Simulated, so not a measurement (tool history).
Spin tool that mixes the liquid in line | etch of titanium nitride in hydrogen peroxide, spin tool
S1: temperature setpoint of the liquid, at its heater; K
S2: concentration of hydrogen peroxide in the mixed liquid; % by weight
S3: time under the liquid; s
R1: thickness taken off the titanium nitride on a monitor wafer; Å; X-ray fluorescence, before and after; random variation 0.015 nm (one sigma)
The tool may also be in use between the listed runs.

run 1 hour=0 | S1=329.15 S2=21.5 S3=45 | R1=37.62
run 2 hour=4.4 | S1=329.15 S2=19.5 S3=45 | R1=36.622
run 3 hour=9.9 | S1=328.65 S2=19.5 S3=45 | R1=35.715
run 4 hour=15.4 | S1=328.65 S2=19.5 S3=20 | R1=15.713
run 5 hour=19.5 | S1=329.65 S2=19.5 S3=20 | R1=16.96
run 6 hour=20.6 | S1=329.65 S2=22 S3=20 | R1=17.579
run 7 hour=27 | S1=331.15 S2=21.5 S3=20 | R1=19.248
run 8 hour=34 | S1=332.65 S2=21.5 S3=20 | R1=21.299
run 9 hour=37.9 | S1=333.65 S2=21.5 S3=20 | R1=22.916
run 10 hour=43.2 | S1=334.65 S2=21.5 S3=20 | R1=24.544
run 11 hour=48.6 | S1=335.15 S2=21.5 S3=20 | R1=25.171
run 12 hour=54.5 | S1=335.65 S2=21.5 S3=20 | R1=26.073

The next listed run, before its measurement:
run 13 hour=55.4 | S1=336.15 S2=21.5 S3=20 | R1=?

{"run 13": {"R1": 26.94}}

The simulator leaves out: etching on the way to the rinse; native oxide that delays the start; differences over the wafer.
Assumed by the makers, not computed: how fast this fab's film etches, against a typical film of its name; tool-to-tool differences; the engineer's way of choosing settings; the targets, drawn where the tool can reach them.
